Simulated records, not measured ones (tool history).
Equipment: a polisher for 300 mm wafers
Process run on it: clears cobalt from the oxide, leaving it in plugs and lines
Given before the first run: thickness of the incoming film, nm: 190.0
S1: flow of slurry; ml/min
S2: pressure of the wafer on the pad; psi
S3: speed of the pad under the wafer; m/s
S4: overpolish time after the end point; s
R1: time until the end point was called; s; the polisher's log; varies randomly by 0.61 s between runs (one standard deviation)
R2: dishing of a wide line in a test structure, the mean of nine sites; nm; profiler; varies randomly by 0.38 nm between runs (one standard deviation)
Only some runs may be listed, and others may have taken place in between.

run  hour   S1   S2    S3  S4      R1      R2
  1     0  230  2.4  1.14  30   25.48  43.807
  2   4.3  255  2.4  1.14  30  24.209  44.204
  3  12.9  255    2  1.14  30  30.059  44.205
  4  17.2  205    2  1.14  30  30.671  43.522
  5  20.6  205    2  1.14  40  30.047  44.067
  6  22.1  205    2   1.4  40  25.337  43.751
  7    25  205    2   1.4  40  25.142  44.278
  8  30.8  190    2  1.32  33  26.929  44.537
  9  31.8  255  1.4   1.4  45  34.798  44.796

Run 10 is up next; what results do you expect?
 10    39  230  1.6  1.24  37   ?   ?

{"run 10": {"R1": 34.524, "R2": 44.871}}
